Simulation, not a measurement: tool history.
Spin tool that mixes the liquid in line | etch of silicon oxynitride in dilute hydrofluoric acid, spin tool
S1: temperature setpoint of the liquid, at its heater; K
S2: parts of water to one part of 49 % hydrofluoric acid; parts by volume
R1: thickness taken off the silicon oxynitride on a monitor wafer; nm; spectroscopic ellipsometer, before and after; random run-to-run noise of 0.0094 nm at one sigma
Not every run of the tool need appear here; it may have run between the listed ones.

run 1 hour=0 | S1=296.15 S2=150 time_under_the_liquid_(s)=50 | R1=0.44695
run 2 hour=8.6 | S1=297.15 S2=150 time_under_the_liquid_(s)=50 | R1=0.4762
run 3 hour=16 | S1=297.15 S2=150 time_under_the_liquid_(s)=50 | R1=0.46489
run 4 hour=20.9 | S1=300.65 S2=150 time_under_the_liquid_(s)=50 | R1=0.54337
run 5 hour=24.7 | S1=300.65 S2=200 time_under_the_liquid_(s)=50 | R1=0.39469
run 6 hour=25.6 | S1=301.15 S2=190 time_under_the_liquid_(s)=50 | R1=0.43813
run 7 hour=28.2 | S1=301.65 S2=185 time_under_the_liquid_(s)=50 | R1=0.45304

Run 8 comes next. What will it give?
run 8 hour=34.6 | S1=302.15 S2=180 time_under_the_liquid_(s)=50 | R1=?

{"run 8": {"R1": 0.45529}}
